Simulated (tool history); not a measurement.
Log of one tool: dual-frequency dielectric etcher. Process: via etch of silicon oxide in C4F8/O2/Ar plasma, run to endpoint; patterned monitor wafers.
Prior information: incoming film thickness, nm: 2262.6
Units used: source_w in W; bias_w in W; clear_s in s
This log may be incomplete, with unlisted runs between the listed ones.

{"run": 1, "hour": 0.0, "source_w": 2330, "bias_w": 2242, "clear_s": 371.88}
{"run": 2, "hour": 2.1, "source_w": 2190, "bias_w": 2207, "clear_s": 385.58}
{"run": 3, "hour": 3.0, "source_w": 2100, "bias_w": 2188, "clear_s": 395.31}
{"run": 4, "hour": 11.4, "source_w": 1950, "bias_w": 2188, "clear_s": 413.67}
{"run": 5, "hour": 13.8, "source_w": 1950, "bias_w": 2406, "clear_s": 398.49}
{"run": 6, "hour": 14.8, "source_w": 1950, "bias_w": 2791, "clear_s": 376.44}

For run 7, what comes out?
{"run": 7, "hour": 22.8, "source_w": 1850, "bias_w": 2774, "clear_s": "?"}

{"run 7": {"clear_s": 390.31}}
